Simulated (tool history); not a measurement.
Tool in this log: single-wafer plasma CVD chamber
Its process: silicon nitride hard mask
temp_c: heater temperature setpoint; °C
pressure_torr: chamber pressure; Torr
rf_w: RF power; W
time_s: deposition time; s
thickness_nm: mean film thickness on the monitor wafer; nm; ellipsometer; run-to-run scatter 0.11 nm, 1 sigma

run,hour,temp_c,pressure_torr,rf_w,time_s,thickness_nm
1,0.0,425,1.73,390,33.5,44.261
2,2.0,425,1.81,390,33.5,44.593
3,5.3,425,1.81,355,33.5,41.945
4,10.6,425,1.94,360,33.5,43.095
5,19.4,425,2.04,365,33.5,44.184
6,20.7,425,2.04,415,33.5,48.149

Run 7 comes next. What will it give?
7,23.4,425,2.01,415,33.5,?

{"run 7": {"thickness_nm": 47.9}}
